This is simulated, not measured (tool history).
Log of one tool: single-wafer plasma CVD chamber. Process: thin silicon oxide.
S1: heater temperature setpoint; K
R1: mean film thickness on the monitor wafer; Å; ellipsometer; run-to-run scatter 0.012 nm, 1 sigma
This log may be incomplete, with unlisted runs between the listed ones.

Run 1, hour 0: S1 693.15 K, chamber pressure (mTorr) 777, RF power (W) 235, deposition time (s) 4.07. Result: R1 61.232 Å.
Run 2, hour 2.6: S1 693.15 K, chamber pressure (mTorr) 726, RF power (W) 235, deposition time (s) 4.07. Result: R1 57.17 Å.
Run 3, hour 8.4: S1 693.15 K, chamber pressure (mTorr) 693, RF power (W) 235, deposition time (s) 4.07. Result: R1 54.721 Å.
Run 4, hour 11.4: S1 684.15 K, chamber pressure (mTorr) 693, RF power (W) 235, deposition time (s) 4.07. Result: R1 54.943 Å.
Run 5, hour 14.1: S1 684.15 K, chamber pressure (mTorr) 693, RF power (W) 250, deposition time (s) 4.07. Result: R1 57.181 Å.
Run 6, hour 20.7: S1 684.15 K, chamber pressure (mTorr) 693, RF power (W) 265, deposition time (s) 4.07. Result: R1 59.115 Å.
Run 7, hour 28.6: S1 684.15 K, chamber pressure (mTorr) 652, RF power (W) 265, deposition time (s) 4.07. Result: R1 55.367 Å.

Run 8 comes next. What will it give?
Run 8, hour 35.1: S1 684.15 K, chamber pressure (mTorr) 628, RF power (W) 265, deposition time (s) 4.07. Result: R1 ?.

{"run 8": {"R1": 53.205}}
